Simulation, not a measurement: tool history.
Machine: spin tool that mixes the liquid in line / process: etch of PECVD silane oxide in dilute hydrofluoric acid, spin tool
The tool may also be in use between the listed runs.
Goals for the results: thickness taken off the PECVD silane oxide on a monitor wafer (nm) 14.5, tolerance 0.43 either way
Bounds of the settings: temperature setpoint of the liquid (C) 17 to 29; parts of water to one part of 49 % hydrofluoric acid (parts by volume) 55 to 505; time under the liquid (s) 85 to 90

run  hour  temperature setpoint of the liquid (C)  parts of water to one part of 49 % hydrofluoric acid (parts by volume)  time under the liquid (s)  thickness taken off the PECVD silane oxide on a monitor wafer (nm)
  1     0                                      21                                                                     280                         85                                                              11.708
  2   1.4                                      18                                                                     280                         85                                                              10.263
  3   3.8                                      18                                                                     245                         85                                                              12.252
  4   8.8                                      18                                                                     245                         90                                                               13.11
  5  14.6                                      18                                                                     315                         90                                                              9.4497
  6  17.6                                      18                                                                     315                         90                                                              9.4076
  7  25.1                                      21                                                                     310                         90                                                              10.882
  8  28.3                                    23.5                                                                     310                         90                                                              11.684

Exercise: of the 4 proposed moves below, exactly one satisfies all targets within the stated allowed misses. Which move is it?
  A  31.5                                      22                                                                     240                         90                                                                   ?
  B  31.5                                    22.5                                                                     260                         90                                                                   ?
  C  31.5                                    28.5                                                                     375                         90                                                                   ?
  D  31.5                                    24.5                                                                     305                         90                                                                   ?

move  thickness taken off the PECVD silane oxide on a monitor wafer (nm)
   A                                                               15.56
   B                                                              14.344
   C                                                               10.87
   D                                                              12.557
A: moves the result that the last run missed by most past its target, out the other side
B: hits every target within its allowed miss
C: lands further from the targets than the last run did
D: closer than the last run, but not yet in spec
Answer: B
